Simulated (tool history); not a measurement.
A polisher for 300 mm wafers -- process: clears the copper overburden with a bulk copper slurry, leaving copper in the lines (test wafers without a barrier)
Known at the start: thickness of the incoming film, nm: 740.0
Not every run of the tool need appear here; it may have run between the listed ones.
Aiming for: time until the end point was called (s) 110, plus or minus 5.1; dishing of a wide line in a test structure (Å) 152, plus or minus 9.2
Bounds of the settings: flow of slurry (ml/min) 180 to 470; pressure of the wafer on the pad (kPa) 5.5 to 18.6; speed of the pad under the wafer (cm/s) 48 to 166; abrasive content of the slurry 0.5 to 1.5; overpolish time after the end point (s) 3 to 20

run,hour,flow of slurry (ml/min),pressure of the wafer on the pad (kPa),speed of the pad under the wafer (cm/s),abrasive content of the slurry,overpolish time after the end point (s),time until the end point was called (s),dishing of a wide line in a test structure (Å)
1,0,300,11.7,106,1,10,124.17,239.94
2,4.7,300,11.7,110,1,9,122.68,232.05
3,11,300,13.8,110,1,9,103.15,251.1
4,19.1,300,13.8,120,1,9,96.899,266.89
5,26,300,13.8,120,1,13,97.17,295.86
6,31.1,300,13.8,134,1,13,87.499,300.56
7,35.5,310,12.4,140,1.05,11,94.187,273.09
8,40.5,225,15.2,110,0.8,6,99.635,212.72
9,44.2,215,14.5,114,0.75,5,103.53,188.06
10,52.6,210,14.5,116,0.7,5,105.88,185.19
11,58.2,205,14.5,118,0.65,5,104.86,181.76
12,65.7,200,14.5,120,0.6,5,105.93,187.29
13,67,195,13.8,124,0.6,5,106.5,180.91
14,72.4,190,13.8,126,0.6,5,103.7,182.37
15,75.2,190,13.8,128,0.6,5,103.17,184.38
16,82.7,190,13.8,130,0.6,5,102.91,182.06
17,91.2,190,13.8,132,0.6,5,101.21,185.79
18,98.2,205,11.7,132,0.7,3,115.92,115.53
19,106,205,11.7,132,0.7,3,112.73,118.76
20,115,205,11.7,130,0.7,3,117.85,117.07
21,116.7,205,12.4,130,0.7,8,109.75,232.7
22,122.6,235,12.4,132,0.7,8,107.94,230.61
23,127.8,235,12.4,132,0.7,8,107.89,240.92
24,131.4,230,11.7,134,0.75,8,111.4,231.59
25,133.3,180,8.3,160,1,3,132.85,101.44
26,141.5,195,9,158,1,4,121.05,140.61

Of the 4 settings listed for the next run, only one would bring every result within its allowed miss of target. Which one?
A,149.7,220,11,166,0.85,3,?,?
B,149.7,190,11.7,150,1.05,3,?,?
C,149.7,215,9.7,166,0.85,4,?,?
D,149.7,210,10.3,166,1,5,?,?

move,time until the end point was called (s),dishing of a wide line in a test structure (Å)
A,98.367,134.26
B,99.578,133.21
C,112.23,149.89
D,102.58,184.93
A: carries the result that was furthest off beyond its target, to the other side
B: carries the result that was furthest off beyond its target, to the other side
C: meets every target
D: carries the result that was furthest off beyond its target, to the other side
Go with C: it meets all targets.

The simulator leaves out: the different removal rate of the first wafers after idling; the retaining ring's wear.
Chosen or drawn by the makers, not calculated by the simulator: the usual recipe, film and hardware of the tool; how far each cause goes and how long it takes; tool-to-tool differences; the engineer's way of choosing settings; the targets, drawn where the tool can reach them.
